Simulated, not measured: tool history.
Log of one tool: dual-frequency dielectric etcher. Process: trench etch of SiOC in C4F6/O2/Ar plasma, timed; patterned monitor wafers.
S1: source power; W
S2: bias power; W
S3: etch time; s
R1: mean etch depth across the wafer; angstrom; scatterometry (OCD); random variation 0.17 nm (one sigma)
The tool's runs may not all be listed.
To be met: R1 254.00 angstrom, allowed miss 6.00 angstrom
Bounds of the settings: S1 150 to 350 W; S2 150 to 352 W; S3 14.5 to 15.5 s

{"run": 1, "hour": 0.0, "S1": 250, "S2": 251, "S3": 15.5, "R1": 304.32}
{"run": 2, "hour": 6.7, "S1": 230, "S2": 242, "S3": 15.5, "R1": 288.04}
{"run": 3, "hour": 10.3, "S1": 220, "S2": 239, "S3": 15.5, "R1": 284.07}
{"run": 4, "hour": 17.9, "S1": 180, "S2": 239, "S3": 15.5, "R1": 270.57}
{"run": 5, "hour": 20.8, "S1": 180, "S2": 234, "S3": 15.5, "R1": 269.76}
{"run": 6, "hour": 22.3, "S1": 180, "S2": 229, "S3": 15.5, "R1": 264.42}
{"run": 7, "hour": 25.2, "S1": 180, "S2": 227, "S3": 15.5, "R1": 259.9}
{"run": 8, "hour": 33.6, "S1": 180, "S2": 227, "S3": 15.5, "R1": 262.15}
{"run": 9, "hour": 41.3, "S1": 180, "S2": 226, "S3": 15.5, "R1": 264.13}

Which of these 5 next moves meets every target?
{"run": "A", "hour": 49.0, "S1": 210, "S2": 238, "S3": 15.5, "R1": "?"}
{"run": "B", "hour": 49.0, "S1": 160, "S2": 228, "S3": 15.5, "R1": "?"}
{"run": "C", "hour": 49.0, "S1": 150, "S2": 205, "S3": 15.5, "R1": "?"}
{"run": "D", "hour": 49.0, "S1": 170, "S2": 241, "S3": 15.5, "R1": "?"}
{"run": "E", "hour": 49.0, "S1": 200, "S2": 240, "S3": 15.0, "R1": "?"}

move=A R1=282.47
move=B R1=258.16
move=C R1=240.35
move=D R1=269.56
move=E R1=271.09
A: further off than the last run
B: meets every target
C: takes the result that was furthest off past its target
D: further off than the last run
E: further off than the last run
Answer: B
